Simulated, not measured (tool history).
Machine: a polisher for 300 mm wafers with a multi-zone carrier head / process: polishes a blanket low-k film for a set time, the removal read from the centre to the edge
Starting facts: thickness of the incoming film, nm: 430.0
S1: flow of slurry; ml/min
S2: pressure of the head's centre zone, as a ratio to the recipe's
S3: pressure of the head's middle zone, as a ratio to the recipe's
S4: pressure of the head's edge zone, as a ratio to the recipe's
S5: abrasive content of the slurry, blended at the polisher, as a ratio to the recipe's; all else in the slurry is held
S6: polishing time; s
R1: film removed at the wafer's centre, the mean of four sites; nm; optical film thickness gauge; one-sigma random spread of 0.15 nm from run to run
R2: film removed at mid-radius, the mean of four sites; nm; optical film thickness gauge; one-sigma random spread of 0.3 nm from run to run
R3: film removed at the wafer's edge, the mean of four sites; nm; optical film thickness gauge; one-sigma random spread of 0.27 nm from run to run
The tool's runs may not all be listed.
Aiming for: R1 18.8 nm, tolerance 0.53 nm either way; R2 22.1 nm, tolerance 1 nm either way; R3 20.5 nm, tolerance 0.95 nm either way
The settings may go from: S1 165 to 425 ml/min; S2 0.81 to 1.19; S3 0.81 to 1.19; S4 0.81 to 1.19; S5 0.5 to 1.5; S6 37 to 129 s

{"run": 1, "day": 0.0, "S1": 275, "S2": 1, "S3": 1, "S4": 1, "S5": 1, "S6": 83, "R1": 47.004, "R2": 47.234, "R3": 45.563}
{"run": 2, "day": 0.279, "S1": 265, "S2": 0.95, "S3": 0.99, "S4": 0.96, "S5": 0.85, "S6": 69, "R1": 33.695, "R2": 35.795, "R3": 34.543}
{"run": 3, "day": 0.629, "S1": 260, "S2": 0.92, "S3": 0.99, "S4": 0.92, "S5": 0.75, "S6": 62, "R1": 26.863, "R2": 29.689, "R3": 27.885}
{"run": 4, "day": 0.867, "S1": 230, "S2": 0.92, "S3": 0.99, "S4": 0.92, "S5": 0.75, "S6": 62, "R1": 26.787, "R2": 29.447, "R3": 27.66}
{"run": 5, "day": 0.912, "S1": 220, "S2": 0.89, "S3": 0.97, "S4": 0.89, "S5": 0.65, "S6": 61, "R1": 22.371, "R2": 25.447, "R3": 23.757}
{"run": 6, "day": 0.975, "S1": 220, "S2": 0.89, "S3": 0.97, "S4": 0.95, "S5": 0.65, "S6": 61, "R1": 22.165, "R2": 25.087, "R3": 24.73}
{"run": 7, "day": 1.217, "S1": 210, "S2": 0.87, "S3": 0.95, "S4": 0.91, "S5": 0.65, "S6": 61, "R1": 21.35, "R2": 24.737, "R3": 24.291}
{"run": 8, "day": 1.479, "S1": 205, "S2": 0.87, "S3": 0.95, "S4": 0.88, "S5": 0.6, "S6": 61, "R1": 20.348, "R2": 22.828, "R3": 21.914}
{"run": 9, "day": 1.638, "S1": 195, "S2": 0.86, "S3": 0.95, "S4": 0.87, "S5": 0.6, "S6": 61, "R1": 19.972, "R2": 22.931, "R3": 21.781}
{"run": 10, "day": 1.758, "S1": 190, "S2": 0.85, "S3": 0.95, "S4": 0.86, "S5": 0.6, "S6": 61, "R1": 19.682, "R2": 23.308, "R3": 21.823}
{"run": 11, "day": 1.929, "S1": 185, "S2": 0.85, "S3": 0.94, "S4": 0.84, "S5": 0.6, "S6": 61, "R1": 19.269, "R2": 22.421, "R3": 20.772}

Exactly one of the 4 candidate moves below puts every result within its allowed miss. Which one?
{"run": "A", "day": 2.1, "S1": 190, "S2": 0.96, "S3": 1.08, "S4": 0.81, "S5": 0.55, "S6": 59, "R1": "?", "R2": "?", "R3": "?"}
{"run": "B", "day": 2.1, "S1": 185, "S2": 0.85, "S3": 0.96, "S4": 0.84, "S5": 0.5, "S6": 69, "R1": "?", "R2": "?", "R3": "?"}
{"run": "C", "day": 2.1, "S1": 265, "S2": 0.83, "S3": 1.02, "S4": 0.81, "S5": 0.55, "S6": 62, "R1": "?", "R2": "?", "R3": "?"}
{"run": "D", "day": 2.1, "S1": 210, "S2": 0.86, "S3": 0.86, "S4": 0.98, "S5": 0.55, "S6": 64, "R1": "?", "R2": "?", "R3": "?"}

move=A R1=19.927 R2=22.355 R3=18.884
move=B R1=18.753 R2=22.009 R3=20.494
move=C R1=19.105 R2=23.765 R3=20.606
move=D R1=19.696 R2=21.222 R3=22.684
A: further off than the last run
B: all results land within tolerance of their targets
C: the worst result of the last run now meets its target, but another is out of spec
D: further off than the last run
So the answer is move B, the one that meets all the targets.
